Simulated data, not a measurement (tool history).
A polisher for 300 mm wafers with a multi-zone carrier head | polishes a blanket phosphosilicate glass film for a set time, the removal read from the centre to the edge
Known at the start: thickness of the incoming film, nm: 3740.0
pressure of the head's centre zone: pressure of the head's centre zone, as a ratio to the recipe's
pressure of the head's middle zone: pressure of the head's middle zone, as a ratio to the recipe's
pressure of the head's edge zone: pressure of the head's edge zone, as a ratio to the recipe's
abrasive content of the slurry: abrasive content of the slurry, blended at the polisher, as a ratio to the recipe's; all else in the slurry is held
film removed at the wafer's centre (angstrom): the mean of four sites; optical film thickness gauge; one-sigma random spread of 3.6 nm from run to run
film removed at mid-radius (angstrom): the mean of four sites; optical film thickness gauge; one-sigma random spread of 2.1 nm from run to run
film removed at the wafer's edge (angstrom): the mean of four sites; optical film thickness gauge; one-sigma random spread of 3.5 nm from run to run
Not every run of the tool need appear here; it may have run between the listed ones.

run    day  flow of slurry (ml/min)  pressure of the head's centre zone  pressure of the head's middle zone  pressure of the head's edge zone  abrasive content of the slurry  polishing time (s)  film removed at the wafer's centre (angstrom)  film removed at mid-radius (angstrom)  film removed at the wafer's edge (angstrom)
  1  0.000                      155                                1.00                                1.00                              1.00                            1.00                  64                                         5559.2                                 5365.2                                       5568.2
  2  0.333                      155                                1.00                                1.08                              1.00                            1.00                  64                                         5728.2                                 5643.6                                       5571.9
  3  0.558                      140                                1.00                                1.08                              1.00                            1.00                  64                                         5660.4                                 5566.2                                       5311.3
  4  0.688                      140                                1.00                                1.00                              1.00                            1.00                  64                                         5542.1                                 5235.4                                       5370.9
  5  0.838                      140                                1.00                                1.00                              0.92                            1.00                  64                                         5468.6                                 5214.5                                       5184.8
  6  1.058                      140                                1.00                                1.00                              0.92                            0.90                  64                                         5125.4                                 4863.0                                       4907.1
  7  1.433                      130                                0.99                                0.95                              0.90                            0.75                  57                                         3850.4                                 3564.9                                       3643.3
  8  1.692                       95                                0.91                                0.85                              0.96                            0.50                  53                                         1773.2                                 1716.3                                       1973.0

Forecast run 9:
  9  1.883                      125                                0.92                                0.84                              0.97                            0.50                  53                                              ?                                      ?                                            ?

Run 9 produced film removed at the wafer's centre (angstrom) 2013.8, film removed at mid-radius (angstrom) 1863.7, film removed at the wafer's edge (angstrom) 2184.7.
